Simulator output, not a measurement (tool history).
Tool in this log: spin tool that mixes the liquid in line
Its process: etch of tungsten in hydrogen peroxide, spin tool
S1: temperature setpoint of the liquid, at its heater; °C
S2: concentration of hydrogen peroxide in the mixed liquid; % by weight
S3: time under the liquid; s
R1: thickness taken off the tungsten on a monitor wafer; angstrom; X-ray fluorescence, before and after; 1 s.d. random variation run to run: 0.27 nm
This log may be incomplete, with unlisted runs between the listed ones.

{"run": 1, "hour": 0.0, "S1": 50.0, "S2": 15.0, "S3": 15, "R1": 164.91}
{"run": 2, "hour": 5.1, "S1": 51.5, "S2": 15.0, "S3": 15, "R1": 179.68}
{"run": 3, "hour": 8.8, "S1": 53.0, "S2": 15.0, "S3": 15, "R1": 195.33}
{"run": 4, "hour": 11.4, "S1": 48.0, "S2": 15.0, "S3": 15, "R1": 144.17}
{"run": 5, "hour": 12.0, "S1": 48.0, "S2": 16.5, "S3": 15, "R1": 150.55}
{"run": 6, "hour": 15.3, "S1": 49.5, "S2": 16.5, "S3": 15, "R1": 164.05}
{"run": 7, "hour": 16.0, "S1": 51.0, "S2": 16.5, "S3": 15, "R1": 177.73}

For run 8, what comes out?
{"run": 8, "hour": 20.6, "S1": 52.5, "S2": 16.5, "S3": 15, "R1": "?"}

R1: 198.64 angstrom
